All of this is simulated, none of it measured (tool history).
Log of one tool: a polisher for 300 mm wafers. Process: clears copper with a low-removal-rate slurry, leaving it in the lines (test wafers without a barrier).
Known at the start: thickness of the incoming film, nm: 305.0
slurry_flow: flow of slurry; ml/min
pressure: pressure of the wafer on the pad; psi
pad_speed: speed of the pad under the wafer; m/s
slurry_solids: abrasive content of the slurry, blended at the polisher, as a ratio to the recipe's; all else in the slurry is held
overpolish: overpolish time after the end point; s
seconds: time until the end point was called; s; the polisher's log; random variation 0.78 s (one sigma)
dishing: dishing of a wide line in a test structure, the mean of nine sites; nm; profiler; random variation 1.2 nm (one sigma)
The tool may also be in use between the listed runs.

Run 1, hour 0.0: slurry_flow 210 ml/min, pressure 2.6 psi, pad_speed 1.18 m/s, slurry_solids 1.0, overpolish 30 s. Result: seconds 100.500 s, dishing 54.103 nm.
Run 2, hour 4.6: slurry_flow 210 ml/min, pressure 2.3 psi, pad_speed 1.18 m/s, slurry_solids 1.0, overpolish 30 s. Result: seconds 114.260 s, dishing 49.895 nm.
Run 3, hour 13.6: slurry_flow 190 ml/min, pressure 2.3 psi, pad_speed 1.18 m/s, slurry_solids 1.0, overpolish 30 s. Result: seconds 115.150 s, dishing 50.160 nm.
Run 4, hour 21.8: slurry_flow 190 ml/min, pressure 2.4 psi, pad_speed 1.18 m/s, slurry_solids 1.0, overpolish 31 s. Result: seconds 109.940 s, dishing 51.144 nm.
Run 5, hour 26.8: slurry_flow 190 ml/min, pressure 2.5 psi, pad_speed 1.18 m/s, slurry_solids 1.0, overpolish 32 s. Result: seconds 105.280 s, dishing 53.130 nm.
Run 6, hour 35.7: slurry_flow 155 ml/min, pressure 2.5 psi, pad_speed 1.18 m/s, slurry_solids 1.0, overpolish 32 s. Result: seconds 110.480 s, dishing 53.148 nm.
Run 7, hour 40.4: slurry_flow 170 ml/min, pressure 2.6 psi, pad_speed 1.18 m/s, slurry_solids 1.0, overpolish 33 s. Result: seconds 105.480 s, dishing 57.783 nm.
Run 8, hour 49.1: slurry_flow 180 ml/min, pressure 2.7 psi, pad_speed 1.18 m/s, slurry_solids 1.0, overpolish 33 s. Result: seconds 99.327 s, dishing 60.118 nm.
Run 9, hour 56.2: slurry_flow 190 ml/min, pressure 2.7 psi, pad_speed 1.18 m/s, slurry_solids 1.0, overpolish 33 s. Result: seconds 98.257 s, dishing 58.722 nm.
Run 10, hour 60.4: slurry_flow 200 ml/min, pressure 2.7 psi, pad_speed 1.18 m/s, slurry_solids 1.0, overpolish 33 s. Result: seconds 97.775 s, dishing 59.888 nm.

Forecast run 11:
Run 11, hour 62.3: slurry_flow 210 ml/min, pressure 2.7 psi, pad_speed 1.18 m/s, slurry_solids 1.0, overpolish 33 s. Result: seconds ?, dishing ?.

seconds: 95.741 s
dishing: 60.664 nm
